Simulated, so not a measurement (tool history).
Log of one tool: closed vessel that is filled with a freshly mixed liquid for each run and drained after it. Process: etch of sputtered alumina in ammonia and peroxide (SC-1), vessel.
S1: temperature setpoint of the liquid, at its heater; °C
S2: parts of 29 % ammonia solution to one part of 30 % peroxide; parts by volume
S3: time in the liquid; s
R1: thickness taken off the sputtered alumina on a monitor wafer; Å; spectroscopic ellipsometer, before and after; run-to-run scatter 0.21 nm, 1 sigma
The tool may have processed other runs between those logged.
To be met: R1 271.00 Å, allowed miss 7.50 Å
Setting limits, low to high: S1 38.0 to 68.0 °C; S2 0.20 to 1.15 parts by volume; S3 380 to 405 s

run 1 day=0.000 | S1=52.0 S2=0.65 S3=380 | R1=176.17
run 2 day=0.362 | S1=52.0 S2=0.80 S3=380 | R1=177.79
run 3 day=0.417 | S1=53.5 S2=0.80 S3=380 | R1=195.07
run 4 day=0.496 | S1=53.5 S2=0.80 S3=405 | R1=212.06
run 5 day=0.696 | S1=56.5 S2=0.80 S3=405 | R1=246.79
run 6 day=0.738 | S1=51.0 S2=0.80 S3=405 | R1=179.19
run 7 day=1.112 | S1=52.5 S2=0.80 S3=405 | R1=196.12
run 8 day=1.304 | S1=53.5 S2=0.80 S3=405 | R1=208.92
run 9 day=1.458 | S1=54.5 S2=0.80 S3=405 | R1=220.02
run 10 day=1.671 | S1=55.5 S2=0.80 S3=405 | R1=231.03
run 11 day=1.921 | S1=56.0 S2=0.80 S3=405 | R1=238.34
run 12 day=1.996 | S1=56.5 S2=0.80 S3=405 | R1=242.35
run 13 day=2.208 | S1=57.0 S2=0.80 S3=405 | R1=251.99
run 14 day=2.362 | S1=57.5 S2=0.80 S3=405 | R1=257.97

Below are 5 possible settings for the next run. Only one of them brings all results inside the allowed miss of their targets. Which is it?
run A day=2.517 | S1=58.5 S2=0.80 S3=405 | R1=?
run B day=2.517 | S1=57.5 S2=0.75 S3=380 | R1=?
run C day=2.517 | S1=57.0 S2=0.85 S3=390 | R1=?
run D day=2.517 | S1=57.5 S2=0.80 S3=395 | R1=?
run E day=2.517 | S1=57.0 S2=0.80 S3=385 | R1=?

move=A R1=271.18
move=B R1=240.06
move=C R1=242.89
move=D R1=251.07
move=E R1=238.40
A: in spec on every target
B: its largest miss is bigger than the last run's
C: its largest miss is bigger than the last run's
D: its largest miss is bigger than the last run's
E: its largest miss is bigger than the last run's
Correct choice: A, which meets every target
